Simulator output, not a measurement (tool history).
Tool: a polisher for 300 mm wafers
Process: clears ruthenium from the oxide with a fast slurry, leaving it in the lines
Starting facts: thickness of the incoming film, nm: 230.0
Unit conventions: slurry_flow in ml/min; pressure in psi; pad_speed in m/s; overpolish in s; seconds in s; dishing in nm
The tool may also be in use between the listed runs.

run  hour  slurry_flow  pressure  pad_speed  slurry_solids  overpolish  seconds  dishing
  1   0.0          155       2.8       0.84           1.00          25   58.722   71.966
  2   0.8          175       2.8       0.84           1.00          25   59.406   71.855
  3   8.3          200       2.8       0.84           1.00          25   57.886   71.473
  4  17.0          215       2.6       0.74           1.00          20   69.141   54.750
  5  23.1          215       2.6       0.74           1.00          25   67.326   64.553
  6  30.8          215       2.6       0.74           1.00          35   67.854   80.273
  7  37.9          225       2.4       0.64           1.15          27   78.388   61.428
  8  42.0          180       2.6       0.74           0.90          15   75.823   39.287
  9  47.4          155       2.9       0.70           0.80          13   82.841   32.790
 10  56.1          160       3.4       0.66           0.70          11   85.504   27.903
 11  59.4          160       3.7       0.66           0.65          10   84.982   24.436
 12  60.7          160       3.9       0.66           0.65          10   79.778   26.413

What will run 13 give?
 13  66.1          170       4.1       0.66           0.60           9        ?        ?

seconds: 87.093 s
dishing: 22.560 nm

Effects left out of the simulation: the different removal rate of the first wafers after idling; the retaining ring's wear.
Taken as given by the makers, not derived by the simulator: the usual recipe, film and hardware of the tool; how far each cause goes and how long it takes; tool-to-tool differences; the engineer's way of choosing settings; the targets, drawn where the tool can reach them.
